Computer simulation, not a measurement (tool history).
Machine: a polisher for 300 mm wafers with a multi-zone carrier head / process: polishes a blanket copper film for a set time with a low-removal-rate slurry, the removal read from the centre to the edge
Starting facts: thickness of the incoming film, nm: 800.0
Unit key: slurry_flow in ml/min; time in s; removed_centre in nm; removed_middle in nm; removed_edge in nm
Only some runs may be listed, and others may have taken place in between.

run,hour,slurry_flow,centre_zone,middle_zone,edge_zone,slurry_solids,time,removed_centre,removed_middle,removed_edge
1,0.0,280,1.00,1.00,1.00,1.00,72,173.44,173.15,171.97
2,6.5,280,1.07,1.00,1.00,1.00,72,181.46,166.79,170.10
3,8.5,280,1.07,1.05,1.00,1.00,72,182.01,178.52,172.15
4,14.1,280,1.07,1.05,0.97,1.00,72,181.36,183.81,170.03
5,23.0,280,1.07,1.04,0.95,0.90,69,172.10,167.50,157.03
6,29.9,280,1.07,1.09,0.95,0.90,69,171.53,170.87,156.60
7,38.1,280,1.06,1.09,0.93,0.85,67,168.06,167.14,150.81
8,40.8,275,1.05,1.09,0.92,0.80,65,156.87,159.07,143.59

Predict the results of run 9:
9,45.6,275,1.05,1.09,0.91,0.75,64,?,?,?

Run 9 gave removed_centre 151.60 nm, removed_middle 155.95 nm, removed_edge 139.63 nm.
